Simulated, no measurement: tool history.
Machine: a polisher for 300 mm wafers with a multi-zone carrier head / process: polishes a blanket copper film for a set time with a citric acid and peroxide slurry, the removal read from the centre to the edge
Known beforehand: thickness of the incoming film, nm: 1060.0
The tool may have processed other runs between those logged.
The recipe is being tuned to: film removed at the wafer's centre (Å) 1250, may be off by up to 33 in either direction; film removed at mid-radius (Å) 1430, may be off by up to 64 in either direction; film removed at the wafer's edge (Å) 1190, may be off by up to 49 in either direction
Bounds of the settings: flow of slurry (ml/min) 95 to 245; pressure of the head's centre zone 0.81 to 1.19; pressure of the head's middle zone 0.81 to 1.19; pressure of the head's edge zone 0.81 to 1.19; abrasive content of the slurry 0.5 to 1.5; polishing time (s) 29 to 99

| run | hour | flow of slurry (ml/min) | pressure of the head's centre zone | pressure of the head's middle zone | pressure of the head's edge zone | abrasive content of the slurry | polishing time (s) | film removed at the wafer's centre (Å) | film removed at mid-radius (Å) | film removed at the wafer's edge (Å) |
|---|---|---|---|---|---|---|---|---|---|---|
| 1 | 0 | 155 | 1 | 1 | 1 | 1 | 64 | 1474.7 | 1473.4 | 1447.6 |
| 2 | 4.3 | 155 | 1 | 1 | 0.96 | 1 | 64 | 1486.2 | 1476.3 | 1436.7 |
| 3 | 6.8 | 155 | 1.07 | 1 | 0.96 | 1 | 64 | 1597.6 | 1464 | 1434.6 |
| 4 | 8.3 | 155 | 1.04 | 1 | 0.96 | 1 | 64 | 1542.1 | 1448.1 | 1435.5 |
| 5 | 14.3 | 155 | 1.09 | 1 | 0.96 | 1 | 64 | 1609.7 | 1472.2 | 1406.4 |
| 6 | 21.7 | 155 | 1.09 | 1 | 0.96 | 1.15 | 64 | 1660.8 | 1561.2 | 1447.3 |
| 7 | 26.6 | 155 | 1.09 | 1 | 0.96 | 1.15 | 64 | 1670.7 | 1508.2 | 1463.1 |
| 8 | 28.8 | 150 | 1.06 | 1.05 | 0.93 | 1 | 63 | 1541.6 | 1487 | 1387.2 |
|  | 37.3 | slurry nozzle cleaned |
| 9 | 37.3 | 150 | 1.03 | 1.09 | 0.89 | 0.95 | 61 | 1612.1 | 1648.9 | 1390.8 |
| 10 | 45.5 | 150 | 1.03 | 1.09 | 0.89 | 0.95 | 61 | 1620.6 | 1637.7 | 1401.1 |

Exercise: of the 4 proposed moves below, exactly one satisfies all targets within the stated allowed misses. Which move is it?
| A | 53.7 | 160 | 0.95 | 1.19 | 0.88 | 1 | 48 | ? | ? | ? |
| B | 53.7 | 150 | 0.95 | 1.13 | 0.94 | 0.95 | 51 | ? | ? | ? |
| C | 53.7 | 110 | 0.94 | 1.19 | 0.86 | 0.95 | 52 | ? | ? | ? |
| D | 53.7 | 135 | 0.9 | 1.13 | 0.93 | 0.95 | 52 | ? | ? | ? |

| move | film removed at the wafer's centre (Å) | film removed at mid-radius (Å) | film removed at the wafer's edge (Å) |
|---|---|---|---|
| A | 1202.9 | 1440.4 | 1123.8 |
| B | 1245.3 | 1428.8 | 1207 |
| C | 1154.1 | 1413.5 | 1120.1 |
| D | 1172 | 1424.6 | 1204.9 |
A: takes the biggest miss from the last run beyond its target
B: all results land within tolerance of their targets
C: takes the biggest miss from the last run beyond its target
D: takes the biggest miss from the last run beyond its target
Correct choice: B, which meets every target

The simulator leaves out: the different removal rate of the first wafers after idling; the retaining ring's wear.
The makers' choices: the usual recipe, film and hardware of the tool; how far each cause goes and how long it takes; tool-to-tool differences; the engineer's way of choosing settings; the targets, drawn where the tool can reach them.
